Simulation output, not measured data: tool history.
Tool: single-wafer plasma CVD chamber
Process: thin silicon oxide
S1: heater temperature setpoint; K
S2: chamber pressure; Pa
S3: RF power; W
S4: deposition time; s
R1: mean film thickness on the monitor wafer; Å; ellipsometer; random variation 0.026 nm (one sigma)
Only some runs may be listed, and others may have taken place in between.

run	day	S1	S2	S3	S4	R1
1	0.000	698.15	79.6	225	6.09	70.681
2	0.321	692.15	79.6	225	6.09	70.622
3	0.546	692.15	79.6	205	6.09	66.237
4	0.796	692.15	79.6	235	6.09	72.804
5	1.108	692.15	79.6	220	6.09	70.188
# day 1.212: capacitance manometer re-zeroed and calibrated
6	1.212	692.15	80.3	220	6.09	65.881
7	1.583	694.15	80.4	220	6.09	65.982

The next listed run, before its measurement:
8	1.792	692.15	81.7	220	6.09	?

For run 8 the tool returned R1 67.450 Å.
